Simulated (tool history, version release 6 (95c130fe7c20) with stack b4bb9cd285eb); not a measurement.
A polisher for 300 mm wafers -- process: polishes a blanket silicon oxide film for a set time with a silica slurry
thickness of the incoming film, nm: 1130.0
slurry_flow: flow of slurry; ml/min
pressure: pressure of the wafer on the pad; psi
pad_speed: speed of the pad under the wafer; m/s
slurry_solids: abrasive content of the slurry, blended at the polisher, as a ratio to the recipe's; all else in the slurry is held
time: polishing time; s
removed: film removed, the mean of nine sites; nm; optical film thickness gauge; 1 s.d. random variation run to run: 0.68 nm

Run 1, hour 0.0: slurry_flow 220 ml/min, pressure 4.5 psi, pad_speed 1.34 m/s, slurry_solids 1.0, time 23 s. Result: removed 69.866 nm.
Run 2, hour 8.0: slurry_flow 225 ml/min, pressure 4.9 psi, pad_speed 1.34 m/s, slurry_solids 1.0, time 23 s. Result: removed 75.884 nm.
Run 3, hour 10.7: slurry_flow 225 ml/min, pressure 4.9 psi, pad_speed 1.14 m/s, slurry_solids 1.0, time 23 s. Result: removed 67.418 nm.
Run 4, hour 11.5: slurry_flow 225 ml/min, pressure 4.9 psi, pad_speed 1.14 m/s, slurry_solids 1.0, time 23 s. Result: removed 68.125 nm.
Run 5, hour 15.0: slurry_flow 225 ml/min, pressure 4.9 psi, pad_speed 1.14 m/s, slurry_solids 1.0, time 23 s. Result: removed 67.161 nm.
Run 6, hour 21.3: slurry_flow 200 ml/min, pressure 4.9 psi, pad_speed 1.14 m/s, slurry_solids 1.0, time 23 s. Result: removed 67.415 nm.
At hour 22.7: slurry blender recalibrated.
Run 7, hour 22.7: slurry_flow 200 ml/min, pressure 5.3 psi, pad_speed 1.14 m/s, slurry_solids 1.0, time 23 s. Result: removed 81.059 nm.
Run 8, hour 30.8: slurry_flow 190 ml/min, pressure 5.4 psi, pad_speed 1.14 m/s, slurry_solids 1.0, time 23 s. Result: removed 81.305 nm.
Run 9, hour 33.6: slurry_flow 185 ml/min, pressure 5.6 psi, pad_speed 1.14 m/s, slurry_solids 1.0, time 23 s. Result: removed 85.094 nm.
Run 10, hour 39.3: slurry_flow 180 ml/min, pressure 5.8 psi, pad_speed 1.14 m/s, slurry_solids 1.0, time 23 s. Result: removed 87.084 nm.
Run 11, hour 43.5: slurry_flow 180 ml/min, pressure 6.0 psi, pad_speed 1.14 m/s, slurry_solids 1.0, time 23 s. Result: removed 90.093 nm.

Estimate the outcome of run 12 from the log above:
Run 12, hour 47.5: slurry_flow 175 ml/min, pressure 6.1 psi, pad_speed 1.14 m/s, slurry_solids 1.0, time 23 s. Result: removed ?.

removed: 91.349 nm

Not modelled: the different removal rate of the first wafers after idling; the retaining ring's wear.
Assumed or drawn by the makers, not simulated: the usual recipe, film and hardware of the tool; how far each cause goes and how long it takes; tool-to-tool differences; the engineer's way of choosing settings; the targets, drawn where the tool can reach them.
